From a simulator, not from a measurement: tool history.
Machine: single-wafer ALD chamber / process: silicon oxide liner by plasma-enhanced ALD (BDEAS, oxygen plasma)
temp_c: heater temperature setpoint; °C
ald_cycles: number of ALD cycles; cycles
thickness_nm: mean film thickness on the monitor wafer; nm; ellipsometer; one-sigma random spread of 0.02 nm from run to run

run,day,temp_c,ald_cycles,thickness_nm
1,0.000,310,56,5.1671
2,0.192,310,53,4.9206
3,0.442,310,51,4.7522
4,0.500,315,51,4.7062
5,0.612,315,46,4.1956
# day 0.662: thermocouple changed; heater temperature recalibrated
6,0.662,324,46,4.1533
7,1.017,324,45,4.1314

Run 8 is up next; what results do you expect?
8,1.346,324,44,?

Logged for run 8: thickness_nm 3.9820 nm.
